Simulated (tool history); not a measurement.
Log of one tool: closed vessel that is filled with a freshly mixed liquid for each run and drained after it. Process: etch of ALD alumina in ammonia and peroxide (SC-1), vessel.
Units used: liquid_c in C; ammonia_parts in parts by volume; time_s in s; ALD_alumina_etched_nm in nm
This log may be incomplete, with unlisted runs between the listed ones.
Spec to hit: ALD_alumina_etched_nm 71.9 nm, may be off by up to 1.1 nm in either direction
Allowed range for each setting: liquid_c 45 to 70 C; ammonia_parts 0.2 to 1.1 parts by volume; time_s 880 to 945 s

{"run": 1, "hour": 0.0, "liquid_c": 61, "ammonia_parts": 0.6, "time_s": 880, "ALD_alumina_etched_nm": 56.137}
{"run": 2, "hour": 4.3, "liquid_c": 62.5, "ammonia_parts": 0.6, "time_s": 880, "ALD_alumina_etched_nm": 60.272}
{"run": 3, "hour": 9.9, "liquid_c": 57.5, "ammonia_parts": 0.6, "time_s": 880, "ALD_alumina_etched_nm": 46.522}
{"run": 4, "hour": 11.1, "liquid_c": 57.5, "ammonia_parts": 0.6, "time_s": 880, "ALD_alumina_etched_nm": 46.483}
{"run": 5, "hour": 20.4, "liquid_c": 57.5, "ammonia_parts": 0.5, "time_s": 880, "ALD_alumina_etched_nm": 45.783}
{"run": 6, "hour": 27.6, "liquid_c": 52, "ammonia_parts": 0.5, "time_s": 880, "ALD_alumina_etched_nm": 34.25}
{"run": 7, "hour": 36.7, "liquid_c": 56, "ammonia_parts": 0.5, "time_s": 880, "ALD_alumina_etched_nm": 42.167}
{"run": 8, "hour": 45.9, "liquid_c": 59, "ammonia_parts": 0.5, "time_s": 880, "ALD_alumina_etched_nm": 49.343}
{"run": 9, "hour": 54.0, "liquid_c": 59, "ammonia_parts": 0.5, "time_s": 880, "ALD_alumina_etched_nm": 49.679}
{"run": 10, "hour": 57.3, "liquid_c": 61, "ammonia_parts": 0.5, "time_s": 880, "ALD_alumina_etched_nm": 54.807}
{"run": 11, "hour": 59.0, "liquid_c": 62.5, "ammonia_parts": 0.5, "time_s": 880, "ALD_alumina_etched_nm": 59.077}
{"run": 12, "hour": 61.7, "liquid_c": 67, "ammonia_parts": 0.5, "time_s": 880, "ALD_alumina_etched_nm": 74.137}

Of the 5 settings listed for the next run, only one would bring every result within its allowed miss of target. Which one?
{"run": "A", "hour": 64.4, "liquid_c": 66, "ammonia_parts": 0.4, "time_s": 940, "ALD_alumina_etched_nm": "?"}
{"run": "B", "hour": 64.4, "liquid_c": 66.5, "ammonia_parts": 0.5, "time_s": 895, "ALD_alumina_etched_nm": "?"}
{"run": "C", "hour": 64.4, "liquid_c": 65, "ammonia_parts": 0.4, "time_s": 930, "ALD_alumina_etched_nm": "?"}
{"run": "D", "hour": 64.4, "liquid_c": 66.5, "ammonia_parts": 0.45, "time_s": 930, "ALD_alumina_etched_nm": "?"}
{"run": "E", "hour": 64.4, "liquid_c": 65.5, "ammonia_parts": 0.4, "time_s": 935, "ALD_alumina_etched_nm": "?"}

move=A ALD_alumina_etched_nm=74.092
move=B ALD_alumina_etched_nm=73.84
move=C ALD_alumina_etched_nm=69.765
move=D ALD_alumina_etched_nm=75.969
move=E ALD_alumina_etched_nm=71.9
A: about as far from the targets as the last run
B: closer than the last run, but not yet in spec
C: the result that was furthest off in the last run now lies on the other side of its target
D: its largest miss is bigger than the last run's
E: each result inside its tolerance
So the answer is move E, the one that meets all the targets.
